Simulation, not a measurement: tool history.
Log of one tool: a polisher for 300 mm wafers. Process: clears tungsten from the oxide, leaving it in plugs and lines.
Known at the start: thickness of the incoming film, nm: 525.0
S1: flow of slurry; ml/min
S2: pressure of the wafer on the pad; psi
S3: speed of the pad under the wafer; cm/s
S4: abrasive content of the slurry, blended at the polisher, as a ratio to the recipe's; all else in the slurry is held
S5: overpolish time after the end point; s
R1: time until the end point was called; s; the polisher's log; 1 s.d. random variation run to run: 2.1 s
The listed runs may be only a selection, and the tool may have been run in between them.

run 1 hour=0 | S1=225 S2=3.7 S3=116 S4=1 S5=8 | R1=101.09
run 2 hour=7.3 | S1=225 S2=3.7 S3=116 S4=0.85 S5=8 | R1=105.41
run 3 hour=11.9 | S1=185 S2=3.7 S3=116 S4=0.85 S5=8 | R1=107.92
run 4 hour=13.1 | S1=185 S2=3.7 S3=116 S4=1.05 S5=8 | R1=105.77
run 5 hour=17.2 | S1=185 S2=3.7 S3=94 S4=1.05 S5=8 | R1=129.57
run 6 hour=23.2 | S1=185 S2=3.7 S3=94 S4=1.05 S5=6 | R1=130.19
run 7 hour=28.4 | S1=185 S2=3.6 S3=94 S4=1.05 S5=6 | R1=129.18
run 8 hour=34.9 | S1=185 S2=3.5 S3=94 S4=1.05 S5=6 | R1=135.72

Run 9, settings as shown, results not yet in. Your forecast:
run 9 hour=41 | S1=185 S2=3.4 S3=94 S4=1.05 S5=6 | R1=?

{"run 9": {"R1": 142.17}}
